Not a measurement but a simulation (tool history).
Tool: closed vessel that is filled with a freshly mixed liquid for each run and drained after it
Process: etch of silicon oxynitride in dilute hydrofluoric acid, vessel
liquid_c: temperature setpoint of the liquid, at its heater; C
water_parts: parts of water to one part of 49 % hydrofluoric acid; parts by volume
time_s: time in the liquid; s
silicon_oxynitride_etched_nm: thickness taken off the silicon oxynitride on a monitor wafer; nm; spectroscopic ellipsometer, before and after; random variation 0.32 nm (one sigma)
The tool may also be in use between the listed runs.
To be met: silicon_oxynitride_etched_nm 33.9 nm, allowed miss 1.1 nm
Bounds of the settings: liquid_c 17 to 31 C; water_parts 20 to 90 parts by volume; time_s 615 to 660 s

run	day	liquid_c	water_parts	time_s	silicon_oxynitride_etched_nm
1	0	23	50	615	61.955
2	0.2	23	55	615	55.494
3	0.504	22	55	615	53.171
4	0.558	22	55	615	52.498
5	0.667	22	55	660	56.027
6	0.988	21	55	660	54.536
7	1.354	17	75	655	31.836
8	1.492	17.5	75	655	32.275

4 next moves are on the table. One of them brings every result within its allowed miss. Which?
A	1.629	17	75	640	?
B	1.629	17	75	660	?
C	1.629	18.5	75	645	?
D	1.629	17	75	630	?

move	silicon_oxynitride_etched_nm
A	30.747
B	31.708
C	33.427
D	30.267
A: further off than the last run
B: further off than the last run
C: meets every target
D: further off than the last run
Move C is the one to make.

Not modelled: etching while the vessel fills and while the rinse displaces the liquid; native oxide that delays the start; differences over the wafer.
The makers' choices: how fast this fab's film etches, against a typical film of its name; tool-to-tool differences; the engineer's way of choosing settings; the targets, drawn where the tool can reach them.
